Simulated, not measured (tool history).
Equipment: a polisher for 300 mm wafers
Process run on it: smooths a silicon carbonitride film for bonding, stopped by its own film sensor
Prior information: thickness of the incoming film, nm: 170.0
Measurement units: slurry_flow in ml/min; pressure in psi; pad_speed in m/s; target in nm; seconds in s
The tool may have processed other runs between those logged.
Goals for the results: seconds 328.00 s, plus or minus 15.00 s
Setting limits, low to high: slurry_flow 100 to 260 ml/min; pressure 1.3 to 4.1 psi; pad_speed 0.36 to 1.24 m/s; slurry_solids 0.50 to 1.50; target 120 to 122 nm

| run | day | slurry_flow | pressure | pad_speed | slurry_solids | target | seconds |
|---|---|---|---|---|---|---|---|
| 1 | 0.000 | 165 | 2.7 | 0.80 | 1.00 | 122 | 204.86 |
| 2 | 0.096 | 165 | 2.9 | 0.80 | 1.00 | 122 | 188.11 |
| 3 | 0.275 | 205 | 2.9 | 0.80 | 1.00 | 122 | 188.96 |
| 4 | 0.517 | 205 | 2.5 | 0.78 | 1.00 | 122 | 213.29 |
| 5 | 0.558 | 205 | 2.5 | 0.78 | 1.15 | 122 | 211.37 |
| 6 | 0.704 | 245 | 2.5 | 0.78 | 1.15 | 122 | 201.31 |
| 7 | 0.808 | 245 | 2.1 | 0.76 | 1.15 | 122 | 237.33 |
| 8 | 1.104 | 235 | 1.4 | 0.74 | 1.15 | 122 | 358.59 |
| 9 | 1.142 | 235 | 1.4 | 0.74 | 1.15 | 122 | 362.27 |

Next run, 4 choices. One meets every target within its allowed miss, the rest don't. Which?
| A | 1.179 | 230 | 1.4 | 0.74 | 1.10 | 122 | ? |
| B | 1.179 | 205 | 1.6 | 0.76 | 1.10 | 122 | ? |
| C | 1.179 | 245 | 1.4 | 0.80 | 1.10 | 121 | ? |
| D | 1.179 | 230 | 1.8 | 0.54 | 1.10 | 120 | ? |

| move | seconds |
|---|---|
| A | 370.42 |
| B | 326.98 |
| C | 361.33 |
| D | 350.33 |
A: misses by more than the last run did
B: every result lands within tolerance
C: about the same distance from the targets as the last run
D: moves toward the targets from the last run without getting all of them in spec
The move that meets every target is B.

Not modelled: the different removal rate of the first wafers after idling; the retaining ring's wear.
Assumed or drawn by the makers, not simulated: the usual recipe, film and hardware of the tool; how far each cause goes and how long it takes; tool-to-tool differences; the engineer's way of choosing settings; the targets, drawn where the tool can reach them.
